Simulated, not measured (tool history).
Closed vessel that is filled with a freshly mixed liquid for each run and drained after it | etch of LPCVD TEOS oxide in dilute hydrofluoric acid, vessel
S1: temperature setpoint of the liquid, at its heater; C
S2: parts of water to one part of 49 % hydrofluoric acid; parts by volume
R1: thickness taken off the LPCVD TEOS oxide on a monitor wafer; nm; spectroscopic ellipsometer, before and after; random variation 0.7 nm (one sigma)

{"run": 1, "hour": 0.0, "S1": 22, "S2": 70, "time in the liquid (s)": 95, "R1": 74.414}
{"run": 2, "hour": 5.9, "S1": 22, "S2": 55, "time in the liquid (s)": 95, "R1": 96.59}
{"run": 3, "hour": 8.4, "S1": 23.5, "S2": 55, "time in the liquid (s)": 95, "R1": 102.69}
{"run": 4, "hour": 14.4, "S1": 24.5, "S2": 55, "time in the liquid (s)": 95, "R1": 108.37}
{"run": 5, "hour": 18.4, "S1": 24.5, "S2": 70, "time in the liquid (s)": 95, "R1": 82.749}
{"run": 6, "hour": 22.5, "S1": 24.5, "S2": 70, "time in the liquid (s)": 95, "R1": 82.584}
{"run": 7, "hour": 26.6, "S1": 25.5, "S2": 65, "time in the liquid (s)": 95, "R1": 93.214}
{"run": 8, "hour": 33.2, "S1": 25.5, "S2": 65, "time in the liquid (s)": 95, "R1": 93.465}
{"run": 9, "hour": 37.8, "S1": 26.5, "S2": 65, "time in the liquid (s)": 95, "R1": 96.728}
{"run": 10, "hour": 42.0, "S1": 27, "S2": 65, "time in the liquid (s)": 95, "R1": 98.804}
{"run": 11, "hour": 44.5, "S1": 27.5, "S2": 65, "time in the liquid (s)": 95, "R1": 101}

Forecast run 12:
{"run": 12, "hour": 46.0, "S1": 28, "S2": 65, "time in the liquid (s)": 95, "R1": "?"}

{"run 12": {"R1": 103.7}}
